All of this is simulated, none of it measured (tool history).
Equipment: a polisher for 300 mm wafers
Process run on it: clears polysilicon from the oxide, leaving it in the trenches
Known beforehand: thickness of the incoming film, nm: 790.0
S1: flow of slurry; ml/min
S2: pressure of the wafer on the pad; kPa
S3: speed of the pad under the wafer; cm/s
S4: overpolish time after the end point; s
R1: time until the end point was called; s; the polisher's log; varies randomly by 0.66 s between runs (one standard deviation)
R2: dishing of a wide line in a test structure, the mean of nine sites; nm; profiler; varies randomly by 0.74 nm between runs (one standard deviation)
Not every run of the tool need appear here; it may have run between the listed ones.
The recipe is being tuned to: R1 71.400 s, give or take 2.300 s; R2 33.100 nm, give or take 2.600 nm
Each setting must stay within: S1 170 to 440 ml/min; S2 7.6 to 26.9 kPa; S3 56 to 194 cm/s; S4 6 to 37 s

Run 1, hour 0.0: S1 280 ml/min, S2 17.2 kPa, S3 124 cm/s, S4 19 s. Result: R1 56.260 s, R2 41.307 nm.
Run 2, hour 1.8: S1 340 ml/min, S2 17.2 kPa, S3 124 cm/s, S4 19 s. Result: R1 54.388 s, R2 41.830 nm.
Run 3, hour 8.7: S1 340 ml/min, S2 15.2 kPa, S3 124 cm/s, S4 19 s. Result: R1 61.984 s, R2 40.306 nm.
Run 4, hour 11.2: S1 340 ml/min, S2 15.2 kPa, S3 124 cm/s, S4 14 s. Result: R1 60.204 s, R2 41.493 nm.
Run 5, hour 16.8: S1 340 ml/min, S2 15.2 kPa, S3 124 cm/s, S4 8 s. Result: R1 61.294 s, R2 36.991 nm.
Run 6, hour 22.1: S1 320 ml/min, S2 15.2 kPa, S3 124 cm/s, S4 8 s. Result: R1 61.795 s, R2 38.297 nm.
Run 7, hour 26.2: S1 400 ml/min, S2 11.7 kPa, S3 124 cm/s, S4 6 s. Result: R1 76.836 s, R2 32.032 nm.
Run 8, hour 32.7: S1 395 ml/min, S2 12.4 kPa, S3 124 cm/s, S4 6 s. Result: R1 74.137 s, R2 32.562 nm.

Of the 4 settings listed for the next run, only one would bring every result within its allowed miss of target. Which one?
Run A, hour 39.2: S1 330 ml/min, S2 15.9 kPa, S3 92 cm/s, S4 10 s. Result: R1 ?, R2 ?.
Run B, hour 39.2: S1 320 ml/min, S2 14.5 kPa, S3 102 cm/s, S4 11 s. Result: R1 ?, R2 ?.
Run C, hour 39.2: S1 400 ml/min, S2 12.4 kPa, S3 128 cm/s, S4 6 s. Result: R1 ?, R2 ?.
Run D, hour 39.2: S1 340 ml/min, S2 13.1 kPa, S3 110 cm/s, S4 14 s. Result: R1 ?, R2 ?.

move      R1      R2
   A  79.405  38.412
   B  78.720  39.198
   C  72.009  33.980
   D  80.169  40.432
A: misses by more than the last run did
B: misses by more than the last run did
C: each result inside its tolerance
D: misses by more than the last run did
Correct choice: C, which meets every target

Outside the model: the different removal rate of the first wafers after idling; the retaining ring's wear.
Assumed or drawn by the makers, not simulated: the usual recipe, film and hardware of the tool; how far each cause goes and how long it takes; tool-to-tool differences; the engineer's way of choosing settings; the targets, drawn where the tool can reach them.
